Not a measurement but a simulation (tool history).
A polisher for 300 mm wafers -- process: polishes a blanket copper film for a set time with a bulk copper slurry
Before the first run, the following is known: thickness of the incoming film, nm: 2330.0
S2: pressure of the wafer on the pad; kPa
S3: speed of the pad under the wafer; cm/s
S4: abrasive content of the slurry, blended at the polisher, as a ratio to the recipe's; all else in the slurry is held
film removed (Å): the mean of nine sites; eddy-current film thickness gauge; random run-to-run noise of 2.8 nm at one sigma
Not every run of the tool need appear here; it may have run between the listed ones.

run 1 hour=0.0 | flow_of_slurry_(ml/min)=145 S2=17.9 S3=96 S4=1.0 polishing_time_(s)=51 | film_removed_(Å)=3832.6
run 2 hour=1.3 | flow_of_slurry_(ml/min)=145 S2=17.9 S3=96 S4=1.0 polishing_time_(s)=54 | film_removed_(Å)=4164.0
run 3 hour=6.7 | flow_of_slurry_(ml/min)=145 S2=17.2 S3=94 S4=1.0 polishing_time_(s)=54 | film_removed_(Å)=3957.0
run 4 hour=8.7 | flow_of_slurry_(ml/min)=145 S2=17.2 S3=94 S4=1.0 polishing_time_(s)=54 | film_removed_(Å)=3950.6
run 5 hour=9.7 | flow_of_slurry_(ml/min)=145 S2=16.5 S3=92 S4=1.0 polishing_time_(s)=54 | film_removed_(Å)=3769.0
run 6 hour=12.4 | flow_of_slurry_(ml/min)=145 S2=15.9 S3=90 S4=1.0 polishing_time_(s)=54 | film_removed_(Å)=3555.4
run 7 hour=18.1 | flow_of_slurry_(ml/min)=145 S2=15.2 S3=88 S4=1.0 polishing_time_(s)=54 | film_removed_(Å)=3335.2
run 8 hour=20.6 | flow_of_slurry_(ml/min)=145 S2=14.5 S3=88 S4=1.0 polishing_time_(s)=54 | film_removed_(Å)=3178.7
run 9 hour=29.1 | flow_of_slurry_(ml/min)=145 S2=13.8 S3=88 S4=1.0 polishing_time_(s)=54 | film_removed_(Å)=2992.5

Run 10 has not been measured yet. What should we expect?
run 10 hour=36.8 | flow_of_slurry_(ml/min)=145 S2=13.1 S3=88 S4=1.0 polishing_time_(s)=54 | film_removed_(Å)=?

film removed (Å): 2879.4

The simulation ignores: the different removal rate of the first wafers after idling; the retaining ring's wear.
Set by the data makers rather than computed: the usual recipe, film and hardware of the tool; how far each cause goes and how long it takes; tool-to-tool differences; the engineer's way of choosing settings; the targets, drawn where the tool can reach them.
